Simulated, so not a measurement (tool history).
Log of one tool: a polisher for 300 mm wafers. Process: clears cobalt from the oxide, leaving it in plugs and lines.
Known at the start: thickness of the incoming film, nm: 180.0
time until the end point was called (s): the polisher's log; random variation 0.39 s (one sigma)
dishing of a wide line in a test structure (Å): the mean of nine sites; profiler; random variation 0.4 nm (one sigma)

run	hour	flow of slurry (ml/min)	pressure of the wafer on the pad (psi)	speed of the pad under the wafer (cm/s)	overpolish time after the end point (s)	time until the end point was called (s)	dishing of a wide line in a test structure (Å)
1	0	225	2.3	116	14	23.283	258.06
2	1	225	2.3	116	16	23.569	273.07
3	5.3	225	2.2	116	13	25.071	264.23
4	9.6	225	2.2	116	18	24.051	277.64
5	18.3	220	2.4	106	15	24.135	254.96
6	25.4	220	2.9	106	15	20.146	258.67
7	32.7	200	3	92	12	22.872	259.66

Forecast run 8:
8	34.4	240	3	84	10	?	?

Run 8 gave time until the end point was called (s) 24.996, dishing of a wide line in a test structure (Å) 242.94.
